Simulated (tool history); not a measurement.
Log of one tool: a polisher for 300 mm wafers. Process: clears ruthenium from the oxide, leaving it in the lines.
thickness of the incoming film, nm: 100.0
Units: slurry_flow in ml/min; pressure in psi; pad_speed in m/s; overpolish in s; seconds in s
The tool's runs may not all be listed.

run	hour	slurry_flow	pressure	pad_speed	overpolish	seconds
1	0.0	315	2.7	0.94	4	81.13
2	2.8	310	2.3	0.86	4	103.64
3	7.7	370	2.3	0.86	4	102.80
4	13.6	370	2.0	0.80	4	124.79
5	21.3	370	2.0	0.96	4	104.81
6	24.7	310	2.0	0.96	4	104.26
7	28.1	310	1.8	0.88	4	129.59
8	29.6	305	1.7	0.84	4	143.42
9	33.3	300	1.6	0.82	4	151.44
10	42.1	295	1.5	0.80	4	167.43
11	43.6	290	1.4	0.80	4	178.80
12	49.0	280	1.4	0.80	4	179.88

Forecast run 13:
13	51.9	275	1.3	0.76	4	?

{"run 13": {"seconds": 206.92}}

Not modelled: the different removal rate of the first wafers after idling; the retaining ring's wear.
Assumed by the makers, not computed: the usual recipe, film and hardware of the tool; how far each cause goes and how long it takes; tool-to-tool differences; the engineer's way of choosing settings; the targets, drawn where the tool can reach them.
